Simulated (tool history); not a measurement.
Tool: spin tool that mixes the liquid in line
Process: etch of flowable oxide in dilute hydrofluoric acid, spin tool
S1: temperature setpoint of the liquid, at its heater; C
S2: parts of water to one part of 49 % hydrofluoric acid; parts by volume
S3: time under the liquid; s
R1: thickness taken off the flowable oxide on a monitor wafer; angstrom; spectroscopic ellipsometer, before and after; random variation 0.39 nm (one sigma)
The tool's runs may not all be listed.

Run 1, hour 0: S1 22 C, S2 180 parts by volume, S3 90 s. Result: R1 192.12 angstrom.
Run 2, hour 1.1: S1 22 C, S2 120 parts by volume, S3 90 s. Result: R1 306.42 angstrom.
Run 3, hour 6.8: S1 22 C, S2 120 parts by volume, S3 95 s. Result: R1 326.36 angstrom.
Run 4, hour 15: S1 22 C, S2 165 parts by volume, S3 95 s. Result: R1 224.97 angstrom.
Run 5, hour 20.6: S1 24 C, S2 150 parts by volume, S3 95 s. Result: R1 274.37 angstrom.
Run 6, hour 25: S1 24 C, S2 150 parts by volume, S3 95 s. Result: R1 274.39 angstrom.
Run 7, hour 30.3: S1 25.5 C, S2 135 parts by volume, S3 95 s. Result: R1 328.79 angstrom.
Run 8, hour 35.9: S1 26.5 C, S2 130 parts by volume, S3 95 s. Result: R1 357.25 angstrom.

Run 9 comes next. What will it give?
At hour 38.2: thermometer replaced.
Run 9, hour 38.2: S1 27.5 C, S2 125 parts by volume, S3 95 s. Result: R1 ?.

Run 9 gave R1 368.49 angstrom.
